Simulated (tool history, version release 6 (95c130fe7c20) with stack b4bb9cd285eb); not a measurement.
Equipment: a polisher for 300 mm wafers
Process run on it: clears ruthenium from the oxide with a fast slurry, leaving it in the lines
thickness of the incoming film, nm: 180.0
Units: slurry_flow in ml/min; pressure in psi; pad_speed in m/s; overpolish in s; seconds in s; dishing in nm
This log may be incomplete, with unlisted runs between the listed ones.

run  hour  slurry_flow  pressure  pad_speed  slurry_solids  overpolish  seconds  dishing
  1     0          180       3.2       0.92              1          19   40.425   56.216
  2   6.3          175       2.8       0.78           0.95          16   53.077   36.293
  3  13.1          175       2.2       0.78           0.95          16   68.852    29.72
  4  17.8          160       2.2       0.68           0.85          13   78.219    20.63
  5  21.8          160       1.5       0.68           0.85          13   116.21   15.183
  6  29.1          160       1.5       0.68           0.85           6   119.35   6.6607
  7  35.4          160       1.6       0.68           0.85           6   106.55   7.0976
  8  36.6          160       1.8       0.68           0.85           7   100.49   9.3757
     40.1  -- slurry blender recalibrated
  9  40.1          165       1.7        0.7            0.9           7   86.221   10.141

For run 10, what comes out?
 10  45.1          140       1.4       0.52           1.05           6        ?        ?

seconds: 129.31 s
dishing: 5.9915 nm
